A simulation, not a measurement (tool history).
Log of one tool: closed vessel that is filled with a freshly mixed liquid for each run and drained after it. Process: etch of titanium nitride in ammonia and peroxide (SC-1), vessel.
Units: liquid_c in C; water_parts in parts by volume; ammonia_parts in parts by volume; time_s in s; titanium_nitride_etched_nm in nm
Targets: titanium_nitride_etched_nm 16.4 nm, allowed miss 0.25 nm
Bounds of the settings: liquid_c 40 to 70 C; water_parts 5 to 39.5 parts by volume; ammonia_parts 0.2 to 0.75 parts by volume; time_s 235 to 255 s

| run | hour | liquid_c | water_parts | ammonia_parts | time_s | titanium_nitride_etched_nm |
|---|---|---|---|---|---|---|
| 1 | 0 | 56 | 22 | 0.45 | 235 | 19.413 |
| 2 | 4.3 | 55 | 22 | 0.45 | 235 | 18.006 |
| 3 | 9.7 | 55 | 22 | 0.45 | 235 | 18.203 |
| 4 | 10.5 | 55 | 22 | 0.45 | 235 | 18.024 |
| 5 | 18 | 54.5 | 22 | 0.45 | 235 | 17.41 |
| 6 | 19 | 51.5 | 22 | 0.45 | 235 | 14.187 |
| 7 | 26.2 | 52 | 22 | 0.45 | 235 | 14.753 |
| 8 | 26.9 | 52.5 | 22 | 0.45 | 235 | 15.241 |
| 9 | 31.7 | 53 | 22 | 0.45 | 235 | 15.74 |

Which of these 4 next moves meets every target?
| A | 36.5 | 51 | 19.5 | 0.45 | 245 | ? |
| B | 36.5 | 53 | 22.5 | 0.6 | 235 | ? |
| C | 36.5 | 53.5 | 24 | 0.45 | 235 | ? |
| D | 36.5 | 54.5 | 30.5 | 0.65 | 240 | ? |

| move | titanium_nitride_etched_nm |
|---|---|
| A | 15.336 |
| B | 16.439 |
| C | 15.542 |
| D | 15.894 |
A: further off than the last run
B: meets every target
C: further off than the last run
D: nearer than the last run, and not there yet
The right move is B.
